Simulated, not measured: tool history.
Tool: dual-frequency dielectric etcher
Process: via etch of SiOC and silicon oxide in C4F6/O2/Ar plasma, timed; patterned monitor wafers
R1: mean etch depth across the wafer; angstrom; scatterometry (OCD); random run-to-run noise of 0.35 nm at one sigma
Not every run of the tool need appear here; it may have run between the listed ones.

run 1 hour=0.0 | source_power_(W)=360 bias_power_(W)=216 etch_time_(s)=99 | R1=998.89
run 2 hour=7.5 | source_power_(W)=380 bias_power_(W)=217 etch_time_(s)=99 | R1=1012.00
run 3 hour=16.5 | source_power_(W)=380 bias_power_(W)=217 etch_time_(s)=103 | R1=1055.10
run 4 hour=22.2 | source_power_(W)=390 bias_power_(W)=218 etch_time_(s)=103 | R1=1058.50
run 5 hour=24.0 | source_power_(W)=390 bias_power_(W)=188 etch_time_(s)=103 | R1=1009.00
run 6 hour=25.2 | source_power_(W)=390 bias_power_(W)=208 etch_time_(s)=103 | R1=1047.10
run 7 hour=31.3 | source_power_(W)=400 bias_power_(W)=209 etch_time_(s)=103 | R1=1057.20
run 8 hour=39.8 | source_power_(W)=410 bias_power_(W)=210 etch_time_(s)=103 | R1=1058.70
run 9 hour=45.4 | source_power_(W)=420 bias_power_(W)=211 etch_time_(s)=103 | R1=1068.90

Run 10 is up next; what results do you expect?
run 10 hour=53.9 | source_power_(W)=430 bias_power_(W)=212 etch_time_(s)=103 | R1=?

{"run 10": {"R1": 1072.5}}

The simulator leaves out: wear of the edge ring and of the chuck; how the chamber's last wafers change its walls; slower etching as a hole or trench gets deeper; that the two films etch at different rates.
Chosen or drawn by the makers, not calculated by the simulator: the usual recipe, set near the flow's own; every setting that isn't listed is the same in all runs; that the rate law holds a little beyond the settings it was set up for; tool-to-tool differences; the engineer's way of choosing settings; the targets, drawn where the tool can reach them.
